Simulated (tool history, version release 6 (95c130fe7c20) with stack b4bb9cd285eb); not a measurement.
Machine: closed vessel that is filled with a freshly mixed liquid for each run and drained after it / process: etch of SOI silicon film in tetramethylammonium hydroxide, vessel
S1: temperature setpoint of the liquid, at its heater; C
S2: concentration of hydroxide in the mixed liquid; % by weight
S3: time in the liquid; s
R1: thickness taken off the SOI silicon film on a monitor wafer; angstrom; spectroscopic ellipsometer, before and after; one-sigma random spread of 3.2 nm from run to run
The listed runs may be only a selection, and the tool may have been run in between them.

run  hour  S1  S2  S3      R1
  1     0  67   9  30  1832.3
  2   4.7  67   8  30  1886.5
  3   5.9  68   8  30  1999.6
  4  14.1  68   9  30  1972.9
  5  18.5  70   9  30  2188.6
  6  25.6  70   9  30  2220.2
  7  32.2  71   9  30  2309.2
  8  38.5  71   9  30  2330.9

Estimate the outcome of run 9 from the log above:
  9  46.7  71   9  30   ?

{"run 9": {"R1": 2294.5}}

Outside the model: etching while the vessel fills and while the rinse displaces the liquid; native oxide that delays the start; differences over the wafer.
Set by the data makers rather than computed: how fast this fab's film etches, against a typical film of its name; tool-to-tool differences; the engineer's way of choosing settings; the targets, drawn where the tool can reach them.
